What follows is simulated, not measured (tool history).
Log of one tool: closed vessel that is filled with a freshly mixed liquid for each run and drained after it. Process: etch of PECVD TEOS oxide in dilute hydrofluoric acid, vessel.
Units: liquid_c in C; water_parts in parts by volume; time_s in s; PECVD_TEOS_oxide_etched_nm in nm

Run 1, hour 0.0: liquid_c 23.0 C, water_parts 135 parts by volume, time_s 750 s. Result: PECVD_TEOS_oxide_etched_nm 51.813 nm.
Run 2, hour 1.0: liquid_c 23.0 C, water_parts 135 parts by volume, time_s 750 s. Result: PECVD_TEOS_oxide_etched_nm 52.101 nm.
Run 3, hour 3.4: liquid_c 23.0 C, water_parts 135 parts by volume, time_s 750 s. Result: PECVD_TEOS_oxide_etched_nm 52.387 nm.
Run 4, hour 7.0: liquid_c 23.0 C, water_parts 180 parts by volume, time_s 750 s. Result: PECVD_TEOS_oxide_etched_nm 37.178 nm.
Run 5, hour 8.6: liquid_c 23.0 C, water_parts 180 parts by volume, time_s 805 s. Result: PECVD_TEOS_oxide_etched_nm 39.787 nm.
Run 6, hour 12.4: liquid_c 25.0 C, water_parts 170 parts by volume, time_s 805 s. Result: PECVD_TEOS_oxide_etched_nm 46.605 nm.
Run 7, hour 18.0: liquid_c 29.0 C, water_parts 135 parts by volume, time_s 805 s. Result: PECVD_TEOS_oxide_etched_nm 68.902 nm.

Forecast run 8:
Run 8, hour 25.2: liquid_c 29.5 C, water_parts 135 parts by volume, time_s 805 s. Result: PECVD_TEOS_oxide_etched_nm ?.

Run 8 gave PECVD_TEOS_oxide_etched_nm 71.729 nm.

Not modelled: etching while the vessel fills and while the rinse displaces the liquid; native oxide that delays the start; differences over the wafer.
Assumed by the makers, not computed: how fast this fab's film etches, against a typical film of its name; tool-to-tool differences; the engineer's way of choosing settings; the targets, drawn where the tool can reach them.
